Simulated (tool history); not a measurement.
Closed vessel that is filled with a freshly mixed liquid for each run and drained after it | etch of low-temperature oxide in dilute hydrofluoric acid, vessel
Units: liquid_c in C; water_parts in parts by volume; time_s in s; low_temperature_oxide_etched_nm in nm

run	day	liquid_c	water_parts	time_s	low_temperature_oxide_etched_nm
1	0	25	50	30	11.87
2	0.129	26	45	30	13.917
3	0.433	26.5	45	30	14.076
4	0.646	26.5	45	30	14.077
5	0.988	27	45	30	14.373
6	1.079	27.5	45	30	14.723
7	1.271	28	45	30	14.897
8	1.658	28.5	45	30	15.267
9	1.817	29	45	30	15.811
10	1.962	29.5	45	30	15.995
11	2.346	30	45	30	16.291
12	2.608	30	45	30	16.194
13	2.796	30	45	30	16.253
14	2.904	30.5	45	30	16.604

Run 15 comes next. What will it give?
15	3.021	33	25	30	?

Run 15 gave low_temperature_oxide_etched_nm 34.187 nm.

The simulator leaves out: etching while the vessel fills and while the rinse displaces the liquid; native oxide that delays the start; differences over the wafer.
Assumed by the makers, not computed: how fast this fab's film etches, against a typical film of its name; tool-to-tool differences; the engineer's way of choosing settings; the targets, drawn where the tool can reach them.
